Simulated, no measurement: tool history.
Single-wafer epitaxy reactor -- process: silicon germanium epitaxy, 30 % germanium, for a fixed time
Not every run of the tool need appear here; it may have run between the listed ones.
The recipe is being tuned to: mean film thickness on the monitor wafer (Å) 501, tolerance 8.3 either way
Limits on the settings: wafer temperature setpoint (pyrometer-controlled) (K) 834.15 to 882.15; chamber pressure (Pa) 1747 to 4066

run  hour  wafer temperature setpoint (pyrometer-controlled) (K)  chamber pressure (Pa)  mean film thickness on the monitor wafer (Å)
  1     0                                                 858.15                   2906                                        460.78
  2   5.5                                                 859.15                   2906                                        464.03
  3   6.5                                                 859.15                   3346                                        498.25
  4   8.5                                                 859.15                   2920                                        469.25
  5   9.6                                                 860.15                   2920                                        473.19
  6  11.2                                                 860.15                   2440                                         438.8
  7  18.7                                                 861.15                   2440                                        446.94
  8  22.3                                                 862.15                   2440                                        452.69
  9  30.2                                                 869.15                   2453                                        514.49

5 next moves are on the table. One of them brings every result within its allowed miss. Which?
  A  38.1                                                 873.15                   2333                                             ?
  B  38.1                                                 872.15                   2453                                             ?
  C  38.1                                                 871.15                   2186                                             ?
  D  38.1                                                 867.15                   2786                                             ?
  E  38.1                                                 872.15                   2226                                             ?

move  mean film thickness on the monitor wafer (Å)
   A                                        531.51
   B                                        534.08
   C                                        500.77
   D                                        519.23
   E                                        512.84
A: moves away from the targets compared with the last run
B: moves away from the targets compared with the last run
C: in spec on every target
D: moves away from the targets compared with the last run
E: nearer than the last run, and not there yet
The move that meets every target is C.
